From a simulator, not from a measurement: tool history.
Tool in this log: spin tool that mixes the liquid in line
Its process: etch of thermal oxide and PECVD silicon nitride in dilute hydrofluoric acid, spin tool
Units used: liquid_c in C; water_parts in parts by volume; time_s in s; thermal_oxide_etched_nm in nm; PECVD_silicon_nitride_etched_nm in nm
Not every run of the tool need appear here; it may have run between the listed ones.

run	day	liquid_c	water_parts	time_s	thermal_oxide_etched_nm	PECVD_silicon_nitride_etched_nm
1	0	24	230	180	3.2243	2.5551
2	0.342	24	285	180	2.4594	2.1353
3	0.479	20.5	285	180	2.1936	1.6955
4	0.683	20.5	285	225	2.7154	2.1075
5	0.908	18	285	225	2.472	1.7923
6	1.15	19	285	225	2.575	1.9254
7	1.45	19	305	225	2.3921	1.7811

What does the tool deliver on the next run?
8	1.596	20.5	385	235	?	?

{"run 8": {"thermal_oxide_etched_nm": 1.9094, "PECVD_silicon_nitride_etched_nm": 1.668}}
